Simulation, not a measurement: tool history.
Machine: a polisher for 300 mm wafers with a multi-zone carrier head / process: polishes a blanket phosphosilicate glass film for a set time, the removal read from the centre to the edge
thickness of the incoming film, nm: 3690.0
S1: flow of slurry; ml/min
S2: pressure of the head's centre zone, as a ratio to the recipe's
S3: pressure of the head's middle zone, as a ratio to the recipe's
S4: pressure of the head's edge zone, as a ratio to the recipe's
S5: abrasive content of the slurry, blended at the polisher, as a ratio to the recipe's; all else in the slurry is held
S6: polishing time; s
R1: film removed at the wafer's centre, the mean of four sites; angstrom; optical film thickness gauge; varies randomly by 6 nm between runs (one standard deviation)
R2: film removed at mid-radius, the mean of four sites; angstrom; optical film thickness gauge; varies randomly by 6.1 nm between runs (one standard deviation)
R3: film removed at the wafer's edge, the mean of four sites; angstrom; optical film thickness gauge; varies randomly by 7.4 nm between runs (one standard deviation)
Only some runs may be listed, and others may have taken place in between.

run  hour   S1    S2    S3    S4    S5  S6      R1      R2      R3
  1   0.0  235  1.00  1.00  1.00  1.00  85  8491.6  8320.8  8485.8
  2   8.8  230  1.00  0.97  0.97  0.95  85  8494.0  8054.7  8272.7
  3   9.6  190  1.00  0.97  0.97  0.95  85  8020.0  7910.7  8023.7
  4  15.3  190  0.92  0.97  0.97  0.95  85  7542.1  7809.4  7982.0
  5  17.3  190  0.92  0.97  0.97  0.95  65  5717.8  5993.6  6195.8
  6  25.0  215  0.95  0.97  0.97  0.95  65  5985.5  6055.1  6200.5
  7  30.9  235  0.98  0.97  0.98  0.95  65  6212.2  6225.0  6362.2
  8  33.9  250  1.00  0.96  0.98  0.95  65  6518.7  6160.7  6372.9
  9  37.5  265  1.01  0.96  0.99  0.95  65  6614.4  6295.8  6432.3

What does the tool deliver on the next run?
 10  44.1  265  1.01  0.96  0.99  0.95  65   ?   ?   ?

Run 10 measured R1 6682.9 angstrom, R2 6220.8 angstrom, R3 6390.2 angstrom.
